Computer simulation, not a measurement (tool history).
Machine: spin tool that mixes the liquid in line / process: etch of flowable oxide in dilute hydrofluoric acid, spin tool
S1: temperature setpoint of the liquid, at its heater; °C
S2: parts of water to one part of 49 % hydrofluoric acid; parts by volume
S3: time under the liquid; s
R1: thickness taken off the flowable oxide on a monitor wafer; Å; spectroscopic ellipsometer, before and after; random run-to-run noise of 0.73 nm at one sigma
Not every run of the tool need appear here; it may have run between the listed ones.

run    day    S1  S2  S3      R1
  1      0    22  75  55  410.14
  2  0.246    23  65  55  502.67
  3  0.608    25  65  55  543.76
  4  0.738  26.5  65  55  572.96
  5  1.071    27  60  55  637.24
  6  1.317    27  60  55  642.68
  7  1.383  27.5  55  55  715.38
  8   1.45    28  50  55  816.24
  9  1.683  28.5  45  55  928.49
 10  2.033  28.5  40  55  1051.6

Forecast run 11:
 11  2.108  29.5  35  55   ?

{"run 11": {"R1": 1261.6}}
